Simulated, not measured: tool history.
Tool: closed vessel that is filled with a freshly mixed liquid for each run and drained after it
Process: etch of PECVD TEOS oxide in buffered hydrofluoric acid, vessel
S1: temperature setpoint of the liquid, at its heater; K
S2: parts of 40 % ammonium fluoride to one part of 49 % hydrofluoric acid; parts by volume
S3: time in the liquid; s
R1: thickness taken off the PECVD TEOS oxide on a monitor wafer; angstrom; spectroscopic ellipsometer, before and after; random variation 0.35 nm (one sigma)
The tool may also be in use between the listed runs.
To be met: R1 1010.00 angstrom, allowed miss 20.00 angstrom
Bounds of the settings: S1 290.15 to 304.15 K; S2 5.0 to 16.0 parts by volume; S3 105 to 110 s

| run | day | S1 | S2 | S3 | R1 |
|---|---|---|---|---|---|
| 1 | 0.000 | 296.15 | 9.5 | 105 | 1217.50 |
| 2 | 0.383 | 295.15 | 9.5 | 105 | 1152.20 |
| 3 | 0.683 | 295.15 | 9.5 | 110 | 1203.00 |
| 4 | 0.962 | 295.15 | 8.5 | 110 | 1329.50 |
| 5 | 1.121 | 294.15 | 8.5 | 110 | 1259.90 |
| 6 | 1.500 | 297.15 | 8.5 | 110 | 1482.60 |
| 7 | 1.838 | 295.65 | 8.5 | 110 | 1362.00 |
| 8 | 2.129 | 294.15 | 8.5 | 110 | 1255.30 |
| 9 | 2.196 | 293.15 | 8.5 | 110 | 1182.20 |

5 next moves are on the table. One of them brings every result within its allowed miss. Which?
| A | 2.262 | 294.15 | 11.0 | 105 | ? |
| B | 2.262 | 292.15 | 9.5 | 105 | ? |
| C | 2.262 | 292.15 | 9.0 | 105 | ? |
| D | 2.262 | 295.65 | 12.0 | 105 | ? |
| E | 2.262 | 291.15 | 9.0 | 105 | ? |

| move | R1 |
|---|---|
| A | 963.45 |
| B | 976.29 |
| C | 1010.10 |
| D | 961.59 |
| E | 954.55 |
A: takes the result that was furthest off past its target
B: takes the result that was furthest off past its target
C: meets every target
D: takes the result that was furthest off past its target
E: takes the result that was furthest off past its target
Answer: C

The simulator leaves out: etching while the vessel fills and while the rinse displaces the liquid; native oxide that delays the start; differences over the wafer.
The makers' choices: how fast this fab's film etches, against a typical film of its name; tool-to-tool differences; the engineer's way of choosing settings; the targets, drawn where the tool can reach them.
